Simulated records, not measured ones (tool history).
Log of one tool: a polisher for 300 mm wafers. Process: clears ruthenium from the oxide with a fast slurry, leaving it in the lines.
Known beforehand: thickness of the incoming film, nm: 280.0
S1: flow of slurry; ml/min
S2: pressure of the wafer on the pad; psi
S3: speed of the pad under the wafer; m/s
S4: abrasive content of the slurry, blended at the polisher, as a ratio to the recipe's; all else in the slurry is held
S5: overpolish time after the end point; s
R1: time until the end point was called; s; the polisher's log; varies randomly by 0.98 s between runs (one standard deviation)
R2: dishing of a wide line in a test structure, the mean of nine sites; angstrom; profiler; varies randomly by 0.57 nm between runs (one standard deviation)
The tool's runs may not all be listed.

run,day,S1,S2,S3,S4,S5,R1,R2
1,0.000,225,2.6,1.08,1.00,20,69.403,645.22
2,0.079,225,2.7,1.08,1.00,18,68.810,599.46
3,0.362,225,2.7,1.08,0.90,18,70.758,578.48
4,0.667,225,2.7,1.08,1.05,18,66.254,622.20
5,1.012,225,2.7,1.32,1.05,18,55.030,741.25
6,1.362,225,2.1,1.32,1.05,18,64.121,631.42
7,1.458,225,2.1,1.32,1.05,16,65.506,554.46
8,1.783,225,2.1,1.32,1.05,15,64.542,532.29
9,1.988,225,2.1,1.32,1.05,14,66.016,509.76

Estimate the outcome of run 10 from the log above:
10,2.346,235,2.4,1.32,1.05,7,?,?

{"run 10": {"R1": 58.36, "R2": 297.78}}
